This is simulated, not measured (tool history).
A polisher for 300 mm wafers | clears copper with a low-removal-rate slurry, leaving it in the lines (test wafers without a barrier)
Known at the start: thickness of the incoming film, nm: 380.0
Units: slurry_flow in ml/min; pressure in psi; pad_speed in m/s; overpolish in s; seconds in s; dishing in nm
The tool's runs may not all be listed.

Run 1, day 0: slurry_flow 310 ml/min, pressure 2.1 psi, pad_speed 1.16 m/s, slurry_solids 1, overpolish 21 s. Result: seconds 139.91 s, dishing 32.613 nm.
Run 2, day 0.242: slurry_flow 310 ml/min, pressure 2.2 psi, pad_speed 1.16 m/s, slurry_solids 1, overpolish 21 s. Result: seconds 134.87 s, dishing 33.595 nm.
Run 3, day 0.417: slurry_flow 310 ml/min, pressure 2.2 psi, pad_speed 1.16 m/s, slurry_solids 1, overpolish 15 s. Result: seconds 136.01 s, dishing 24.708 nm.
Run 4, day 0.783: slurry_flow 310 ml/min, pressure 2.2 psi, pad_speed 1.26 m/s, slurry_solids 1, overpolish 15 s. Result: seconds 124.3 s, dishing 26.938 nm.
Run 5, day 0.812: slurry_flow 310 ml/min, pressure 2.2 psi, pad_speed 1.26 m/s, slurry_solids 1, overpolish 16 s. Result: seconds 124.44 s, dishing 28.326 nm.
Run 6, day 1.012: slurry_flow 310 ml/min, pressure 2.2 psi, pad_speed 1.26 m/s, slurry_solids 1, overpolish 17 s. Result: seconds 124.15 s, dishing 30.24 nm.

Run 7 comes next. What will it give?
Run 7, day 1.225: slurry_flow 310 ml/min, pressure 2.2 psi, pad_speed 1.26 m/s, slurry_solids 1, overpolish 18 s. Result: seconds ?, dishing ?.

{"run 7": {"seconds": 123, "dishing": 31.436}}
